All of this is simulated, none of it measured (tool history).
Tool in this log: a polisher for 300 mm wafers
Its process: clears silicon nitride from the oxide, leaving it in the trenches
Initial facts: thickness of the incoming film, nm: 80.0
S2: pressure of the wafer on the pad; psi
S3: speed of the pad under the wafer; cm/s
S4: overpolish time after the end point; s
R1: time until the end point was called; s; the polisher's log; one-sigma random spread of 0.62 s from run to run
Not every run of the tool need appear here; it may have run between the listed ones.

Run 1, hour 0: flow of slurry (ml/min) 125, S2 2.5 psi, S3 118 cm/s, S4 6 s. Result: R1 82.233 s.
Run 2, hour 5.5: flow of slurry (ml/min) 130, S2 2.6 psi, S3 118 cm/s, S4 6 s. Result: R1 79.058 s.
Run 3, hour 7.1: flow of slurry (ml/min) 155, S2 2.6 psi, S3 118 cm/s, S4 6 s. Result: R1 77.457 s.
Run 4, hour 9.4: flow of slurry (ml/min) 155, S2 2.7 psi, S3 118 cm/s, S4 6 s. Result: R1 74.37 s.
Run 5, hour 13.4: flow of slurry (ml/min) 155, S2 2.8 psi, S3 118 cm/s, S4 6 s. Result: R1 71.95 s.
Run 6, hour 14.2: flow of slurry (ml/min) 155, S2 2.2 psi, S3 118 cm/s, S4 6 s. Result: R1 87.937 s.
Run 7, hour 18.2: flow of slurry (ml/min) 155, S2 2.4 psi, S3 118 cm/s, S4 6 s. Result: R1 81.927 s.
Run 8, hour 19.7: flow of slurry (ml/min) 155, S2 2.5 psi, S3 118 cm/s, S4 6 s. Result: R1 80.455 s.

Expected results for the next run?
Run 9, hour 21.1: flow of slurry (ml/min) 155, S2 2.6 psi, S3 118 cm/s, S4 6 s. Result: R1 ?.

{"run 9": {"R1": 76.823}}
